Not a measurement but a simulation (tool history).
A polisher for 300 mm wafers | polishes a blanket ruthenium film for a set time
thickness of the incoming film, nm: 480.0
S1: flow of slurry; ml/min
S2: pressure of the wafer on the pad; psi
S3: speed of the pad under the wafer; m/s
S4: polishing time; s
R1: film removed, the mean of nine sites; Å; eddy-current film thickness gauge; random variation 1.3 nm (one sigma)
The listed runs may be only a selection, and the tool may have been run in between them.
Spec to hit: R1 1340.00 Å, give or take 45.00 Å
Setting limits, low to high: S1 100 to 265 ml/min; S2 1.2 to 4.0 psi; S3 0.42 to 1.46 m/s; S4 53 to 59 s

Run 1, hour 0.0: S1 170 ml/min, S2 2.6 psi, S3 0.94 m/s, S4 59 s. Result: R1 657.70 Å.
Run 2, hour 7.4: S1 175 ml/min, S2 2.8 psi, S3 0.96 m/s, S4 59 s. Result: R1 731.67 Å.
Run 3, hour 11.7: S1 180 ml/min, S2 3.0 psi, S3 0.98 m/s, S4 59 s. Result: R1 809.42 Å.
Run 4, hour 19.3: S1 180 ml/min, S2 3.0 psi, S3 0.90 m/s, S4 59 s. Result: R1 736.77 Å.
Run 5, hour 23.1: S1 180 ml/min, S2 3.0 psi, S3 1.10 m/s, S4 59 s. Result: R1 891.99 Å.
Run 6, hour 26.9: S1 180 ml/min, S2 3.2 psi, S3 1.10 m/s, S4 59 s. Result: R1 939.83 Å.
Run 7, hour 28.1: S1 185 ml/min, S2 3.3 psi, S3 1.12 m/s, S4 59 s. Result: R1 999.91 Å.
Run 8, hour 29.3: S1 190 ml/min, S2 3.4 psi, S3 1.12 m/s, S4 59 s. Result: R1 1028.50 Å.
Run 9, hour 37.3: S1 190 ml/min, S2 3.5 psi, S3 1.14 m/s, S4 59 s. Result: R1 1079.00 Å.
Run 10, hour 45.5: S1 190 ml/min, S2 3.6 psi, S3 1.16 m/s, S4 59 s. Result: R1 1140.20 Å.
Run 11, hour 49.6: S1 190 ml/min, S2 3.7 psi, S3 1.16 m/s, S4 59 s. Result: R1 1162.40 Å.
Run 12, hour 51.8: S1 195 ml/min, S2 3.8 psi, S3 1.16 m/s, S4 59 s. Result: R1 1186.50 Å.
Run 13, hour 60.8: S1 195 ml/min, S2 3.8 psi, S3 1.18 m/s, S4 59 s. Result: R1 1208.90 Å.
Run 14, hour 68.8: S1 195 ml/min, S2 3.9 psi, S3 1.22 m/s, S4 59 s. Result: R1 1270.30 Å.

Of the 5 settings listed for the next run, only one would bring every result within its allowed miss of target. Which one?
Run A, hour 76.8: S1 205 ml/min, S2 4.0 psi, S3 1.42 m/s, S4 56 s. Result: R1 ?.
Run B, hour 76.8: S1 215 ml/min, S2 4.0 psi, S3 1.24 m/s, S4 53 s. Result: R1 ?.
Run C, hour 76.8: S1 200 ml/min, S2 3.9 psi, S3 1.16 m/s, S4 58 s. Result: R1 ?.
Run D, hour 76.8: S1 195 ml/min, S2 4.0 psi, S3 1.20 m/s, S4 55 s. Result: R1 ?.
Run E, hour 76.8: S1 195 ml/min, S2 4.0 psi, S3 1.32 m/s, S4 56 s. Result: R1 ?.

move       R1
   A  1440.70
   B  1207.70
   C  1201.20
   D  1201.20
   E  1336.90
A: moves the result that the last run missed by most past its target, out the other side
B: lands further from the targets than the last run did
C: lands further from the targets than the last run did
D: lands further from the targets than the last run did
E: all results land within tolerance of their targets
The right move is E.
